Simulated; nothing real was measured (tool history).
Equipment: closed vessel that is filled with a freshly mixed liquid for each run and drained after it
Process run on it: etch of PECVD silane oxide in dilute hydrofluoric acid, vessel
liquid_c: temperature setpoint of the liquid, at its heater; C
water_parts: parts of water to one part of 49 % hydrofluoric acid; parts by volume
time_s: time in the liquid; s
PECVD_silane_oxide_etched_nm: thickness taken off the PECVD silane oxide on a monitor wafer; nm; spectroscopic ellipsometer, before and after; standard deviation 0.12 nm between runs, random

run	hour	liquid_c	water_parts	time_s	PECVD_silane_oxide_etched_nm
1	0.0	21.0	280	420	15.256
2	8.4	21.0	195	420	23.711
3	16.7	24.5	195	420	27.601
4	17.8	24.5	275	420	17.857
5	24.4	23.5	275	420	17.220
6	27.2	23.5	360	420	12.234

For run 7, what comes out?
7	30.3	24.0	360	420	?

{"run 7": {"PECVD_silane_oxide_etched_nm": 12.294}}
